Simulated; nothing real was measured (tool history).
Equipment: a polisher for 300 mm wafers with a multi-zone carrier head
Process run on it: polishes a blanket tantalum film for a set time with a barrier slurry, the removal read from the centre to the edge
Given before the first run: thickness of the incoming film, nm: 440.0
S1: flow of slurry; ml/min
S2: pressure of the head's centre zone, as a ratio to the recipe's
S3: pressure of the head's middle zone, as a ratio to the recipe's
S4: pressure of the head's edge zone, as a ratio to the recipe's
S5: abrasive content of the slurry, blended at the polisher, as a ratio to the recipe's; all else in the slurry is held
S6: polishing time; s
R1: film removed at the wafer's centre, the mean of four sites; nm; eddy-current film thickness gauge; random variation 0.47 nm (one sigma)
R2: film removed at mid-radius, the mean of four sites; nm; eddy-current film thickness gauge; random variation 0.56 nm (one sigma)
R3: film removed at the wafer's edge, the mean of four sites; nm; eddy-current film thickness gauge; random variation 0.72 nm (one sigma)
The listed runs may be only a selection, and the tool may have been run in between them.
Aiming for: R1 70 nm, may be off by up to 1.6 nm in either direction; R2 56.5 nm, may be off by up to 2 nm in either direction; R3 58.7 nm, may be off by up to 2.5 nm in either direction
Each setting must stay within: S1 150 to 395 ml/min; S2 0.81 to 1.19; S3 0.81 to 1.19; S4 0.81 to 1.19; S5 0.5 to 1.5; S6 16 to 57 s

run	hour	S1	S2	S3	S4	S5	S6	R1	R2	R3
1	0	250	1	1	1	1	36	43.539	42.559	42.919
2	6	285	1	1	1	1	36	44.371	43.908	43.21
3	7.8	290	1.03	1	1.02	1.1	37	48.968	47.228	46.476
4	16.7	290	1.03	1	1.05	1.1	37	48.678	47.269	48.034
5	23.8	290	1.03	1	1.05	0.95	37	45.662	44.351	45.676
6	25.6	290	1.03	1	1.05	0.95	28	35.155	33.343	33.693
7	26.2	295	1.06	0.99	1.06	1.05	30	40.154	37.3	37.617
8	29.5	300	1.08	0.98	1.07	1.1	31	43.068	38.112	40.026
9	38.3	305	1.1	0.98	1.07	1.15	32	45.669	40.028	43.434

Pick the move, out of 4, that brings all results within their allowed miss; only one does.
A	47.1	325	1.19	0.93	0.96	1.2	41	?	?	?
B	47.1	315	1.09	0.82	1.18	1.3	45	?	?	?
C	47.1	320	1.17	0.96	0.98	1.2	45	?	?	?
D	47.1	290	1.18	1.02	0.87	1.3	42	?	?	?

move	R1	R2	R3
A	65.989	50.987	53.069
B	67.695	51.566	65.171
C	71.109	57.394	58.652
D	67.945	57.258	53.115
A: better than the last run, though not everything is in spec
B: better than the last run, though not everything is in spec
C: all results land within tolerance of their targets
D: better than the last run, though not everything is in spec
Answer: C
